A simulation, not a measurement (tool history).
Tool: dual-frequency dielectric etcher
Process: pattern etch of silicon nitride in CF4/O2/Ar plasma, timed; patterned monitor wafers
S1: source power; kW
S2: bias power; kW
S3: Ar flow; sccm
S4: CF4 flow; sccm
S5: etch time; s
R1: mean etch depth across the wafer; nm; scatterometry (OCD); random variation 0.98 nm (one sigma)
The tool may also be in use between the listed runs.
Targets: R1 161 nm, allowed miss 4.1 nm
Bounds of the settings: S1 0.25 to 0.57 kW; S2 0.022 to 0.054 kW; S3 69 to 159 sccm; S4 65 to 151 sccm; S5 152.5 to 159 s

Run 1, hour 0: S1 0.41 kW, S2 0.038 kW, S3 114 sccm, S4 108 sccm, S5 152.5 s. Result: R1 219.13 nm.
Run 2, hour 7.6: S1 0.41 kW, S2 0.038 kW, S3 100 sccm, S4 108 sccm, S5 152.5 s. Result: R1 223.86 nm.
Run 3, hour 13.5: S1 0.41 kW, S2 0.038 kW, S3 100 sccm, S4 108 sccm, S5 152.5 s. Result: R1 220.39 nm.
Run 4, hour 18.3: S1 0.41 kW, S2 0.038 kW, S3 100 sccm, S4 108 sccm, S5 152.5 s. Result: R1 221.27 nm.
Run 5, hour 19.4: S1 0.37 kW, S2 0.038 kW, S3 100 sccm, S4 108 sccm, S5 152.5 s. Result: R1 207.9 nm.
Run 6, hour 22.6: S1 0.35 kW, S2 0.037 kW, S3 101 sccm, S4 107 sccm, S5 152.5 s. Result: R1 199.31 nm.
Run 7, hour 29.5: S1 0.33 kW, S2 0.036 kW, S3 102 sccm, S4 106 sccm, S5 152.5 s. Result: R1 184.72 nm.
Run 8, hour 32.4: S1 0.32 kW, S2 0.036 kW, S3 102 sccm, S4 106 sccm, S5 152.5 s. Result: R1 186.64 nm.
Run 9, hour 36.1: S1 0.31 kW, S2 0.035 kW, S3 103 sccm, S4 105 sccm, S5 152.5 s. Result: R1 178.31 nm.
Run 10, hour 40.7: S1 0.3 kW, S2 0.035 kW, S3 103 sccm, S4 105 sccm, S5 152.5 s. Result: R1 175.91 nm.
Run 11, hour 43.6: S1 0.25 kW, S2 0.034 kW, S3 103 sccm, S4 105 sccm, S5 152.5 s. Result: R1 152.12 nm.
At hour 51.3: wet clean of the chamber.
Run 12, hour 51.3: S1 0.26 kW, S2 0.034 kW, S3 103 sccm, S4 105 sccm, S5 152.5 s. Result: R1 149.76 nm.
Run 13, hour 56: S1 0.27 kW, S2 0.034 kW, S3 103 sccm, S4 105 sccm, S5 152.5 s. Result: R1 153.99 nm.

5 next moves are on the table. One of them brings every result within its allowed miss. Which?
Run A, hour 60.7: S1 0.3 kW, S2 0.036 kW, S3 104 sccm, S4 100 sccm, S5 155.5 s. Result: R1 ?.
Run B, hour 60.7: S1 0.26 kW, S2 0.043 kW, S3 86 sccm, S4 94 sccm, S5 159 s. Result: R1 ?.
Run C, hour 60.7: S1 0.29 kW, S2 0.035 kW, S3 97 sccm, S4 87 sccm, S5 156 s. Result: R1 ?.
Run D, hour 60.7: S1 0.26 kW, S2 0.031 kW, S3 111 sccm, S4 111 sccm, S5 157 s. Result: R1 ?.
Run E, hour 60.7: S1 0.26 kW, S2 0.034 kW, S3 98 sccm, S4 99 sccm, S5 156 s. Result: R1 ?.

move      R1
   A  168.99
   B  170.86
   C   160.2
   D  149.33
   E  152.23
A: takes the result that was furthest off past its target
B: takes the result that was furthest off past its target
C: meets every target
D: further off than the last run
E: further off than the last run
The right move is C.
